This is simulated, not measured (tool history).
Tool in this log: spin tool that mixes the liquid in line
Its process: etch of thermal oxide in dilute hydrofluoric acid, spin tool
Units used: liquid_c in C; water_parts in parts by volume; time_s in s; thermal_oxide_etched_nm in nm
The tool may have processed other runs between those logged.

run    day  liquid_c  water_parts  time_s  thermal_oxide_etched_nm
  1      0        21           70     145                   7.9165
  2  0.088        22           70     145                   8.3083
  3  0.125      19.5           70     145                   7.4476
  4  0.279        21           70     145                   7.9866
  5  0.446        21           70     145                   7.9895
  6  0.804        21           70     155                   8.5702

Run 7 has not been measured yet. What should we expect?
  7  1.104        22           70     155                        ?

thermal_oxide_etched_nm: 8.7963 nm

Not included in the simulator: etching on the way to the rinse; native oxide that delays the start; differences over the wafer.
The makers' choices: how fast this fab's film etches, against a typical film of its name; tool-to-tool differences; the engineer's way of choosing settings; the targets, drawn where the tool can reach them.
